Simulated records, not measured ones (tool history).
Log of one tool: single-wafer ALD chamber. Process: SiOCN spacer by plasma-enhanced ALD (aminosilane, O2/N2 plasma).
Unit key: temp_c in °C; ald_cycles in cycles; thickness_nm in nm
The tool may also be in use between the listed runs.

{"run": 1, "hour": 0.0, "temp_c": 405, "ald_cycles": 107, "thickness_nm": 6.8306}
{"run": 2, "hour": 9.0, "temp_c": 397, "ald_cycles": 107, "thickness_nm": 6.8927}
{"run": 3, "hour": 15.9, "temp_c": 397, "ald_cycles": 95, "thickness_nm": 6.1113}
{"run": 4, "hour": 18.5, "temp_c": 396, "ald_cycles": 105, "thickness_nm": 6.7756}
{"run": 5, "hour": 26.8, "temp_c": 396, "ald_cycles": 93, "thickness_nm": 6.0179}
{"run": 6, "hour": 29.7, "temp_c": 395, "ald_cycles": 103, "thickness_nm": 6.6706}
{"run": 7, "hour": 32.1, "temp_c": 388, "ald_cycles": 120, "thickness_nm": 7.7304}

Run 8 comes next. What will it give?
{"run": 8, "hour": 39.8, "temp_c": 388, "ald_cycles": 123, "thickness_nm": "?"}

Run 8 gave thickness_nm 7.8983 nm.
